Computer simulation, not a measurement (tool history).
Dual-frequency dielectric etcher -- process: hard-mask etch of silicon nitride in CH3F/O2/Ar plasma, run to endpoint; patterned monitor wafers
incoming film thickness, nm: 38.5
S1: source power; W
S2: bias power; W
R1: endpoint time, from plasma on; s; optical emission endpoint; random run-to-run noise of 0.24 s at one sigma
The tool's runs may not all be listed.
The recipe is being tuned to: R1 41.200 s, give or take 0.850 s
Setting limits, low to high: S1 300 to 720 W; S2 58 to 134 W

run	hour	S1	S2	R1
1	0.0	510	96	45.991
2	4.0	510	102	44.090
3	8.7	520	102	44.533
4	11.9	520	96	45.290
5	20.9	570	96	44.705
6	27.8	520	96	45.323
7	36.3	530	97	45.095
8	37.1	540	98	44.740
9	39.0	550	99	44.669
10	46.5	560	101	43.482

Exactly one of the 4 candidate moves below puts every result within its allowed miss. Which one?
A	54.0	650	105	?
B	54.0	680	114	?
C	54.0	520	92	?
D	54.0	490	101	?

move	R1
A	41.091
B	39.235
C	46.097
D	45.080
A: every result lands within tolerance
B: takes the result that was furthest off past its target
C: further off than the last run
D: further off than the last run
A meets every target.
